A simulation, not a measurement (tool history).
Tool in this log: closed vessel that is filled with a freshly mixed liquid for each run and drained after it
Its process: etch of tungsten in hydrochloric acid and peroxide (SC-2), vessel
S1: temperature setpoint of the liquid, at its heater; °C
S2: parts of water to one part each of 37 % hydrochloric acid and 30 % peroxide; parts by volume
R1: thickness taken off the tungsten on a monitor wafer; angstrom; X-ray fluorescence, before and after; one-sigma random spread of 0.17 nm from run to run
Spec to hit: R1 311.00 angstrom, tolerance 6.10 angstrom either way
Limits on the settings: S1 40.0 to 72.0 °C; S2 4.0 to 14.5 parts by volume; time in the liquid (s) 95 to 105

Run 1, day 0.000: S1 56.0 °C, S2 8.0 parts by volume, time in the liquid (s) 95. Result: R1 625.16 angstrom.
Run 2, day 0.075: S1 55.0 °C, S2 8.0 parts by volume, time in the liquid (s) 95. Result: R1 587.21 angstrom.
Run 3, day 0.175: S1 54.0 °C, S2 8.0 parts by volume, time in the liquid (s) 95. Result: R1 544.42 angstrom.
Run 4, day 0.438: S1 54.0 °C, S2 8.0 parts by volume, time in the liquid (s) 95. Result: R1 545.57 angstrom.
Run 5, day 0.529: S1 53.0 °C, S2 8.0 parts by volume, time in the liquid (s) 95. Result: R1 514.65 angstrom.
Run 6, day 0.654: S1 52.0 °C, S2 8.0 parts by volume, time in the liquid (s) 95. Result: R1 482.70 angstrom.
Run 7, day 0.812: S1 51.0 °C, S2 8.0 parts by volume, time in the liquid (s) 95. Result: R1 449.68 angstrom.
Run 8, day 1.150: S1 51.0 °C, S2 8.0 parts by volume, time in the liquid (s) 95. Result: R1 448.19 angstrom.
Run 9, day 1.279: S1 50.5 °C, S2 8.0 parts by volume, time in the liquid (s) 95. Result: R1 433.66 angstrom.
Run 10, day 1.383: S1 44.5 °C, S2 8.0 parts by volume, time in the liquid (s) 95. Result: R1 290.18 angstrom.

4 next moves are on the table. One of them brings every result within its allowed miss. Which?
Run A, day 1.488: S1 42.0 °C, S2 7.0 parts by volume, time in the liquid (s) 100. Result: R1 ?.
Run B, day 1.488: S1 47.5 °C, S2 10.5 parts by volume, time in the liquid (s) 95. Result: R1 ?.
Run C, day 1.488: S1 44.5 °C, S2 7.0 parts by volume, time in the liquid (s) 95. Result: R1 ?.
Run D, day 1.488: S1 44.0 °C, S2 8.0 parts by volume, time in the liquid (s) 105. Result: R1 ?.

move      R1
   A  281.79
   B  281.55
   C  318.54
   D  306.10
A: its largest miss is bigger than the last run's
B: its largest miss is bigger than the last run's
C: takes the result that was furthest off past its target
D: every result within its allowed miss
D is the move that brings every result within its allowed miss.
